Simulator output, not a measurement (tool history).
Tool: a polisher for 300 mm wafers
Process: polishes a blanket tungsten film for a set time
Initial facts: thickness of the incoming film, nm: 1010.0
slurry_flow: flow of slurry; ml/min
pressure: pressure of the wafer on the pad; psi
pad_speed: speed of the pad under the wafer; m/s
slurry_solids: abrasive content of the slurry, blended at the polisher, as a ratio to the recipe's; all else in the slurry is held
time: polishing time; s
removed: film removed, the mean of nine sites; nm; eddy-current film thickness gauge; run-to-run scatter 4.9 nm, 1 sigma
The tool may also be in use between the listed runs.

run  hour  slurry_flow  pressure  pad_speed  slurry_solids  time  removed
  1   0.0          135       3.0       1.06            1.0    52   190.41
  2   2.2          135       3.5       1.08            1.0    52   230.12
  3   3.8          115       3.5       1.08            1.0    52   220.20
  4  11.3           85       3.5       1.08            1.0    52   210.70
     17.6  -- slurry nozzle cleaned
  5  17.6           85       3.5       1.08            1.0    52   214.95
  6  20.2           85       3.5       0.94            1.0    52   194.73
  7  23.1           85       3.9       1.04            1.0    52   236.02

Run 8 has not been measured yet. What should we expect?
  8  29.1           85       4.1       1.10            1.0    52        ?

Logged for run 8: removed 262.23 nm.

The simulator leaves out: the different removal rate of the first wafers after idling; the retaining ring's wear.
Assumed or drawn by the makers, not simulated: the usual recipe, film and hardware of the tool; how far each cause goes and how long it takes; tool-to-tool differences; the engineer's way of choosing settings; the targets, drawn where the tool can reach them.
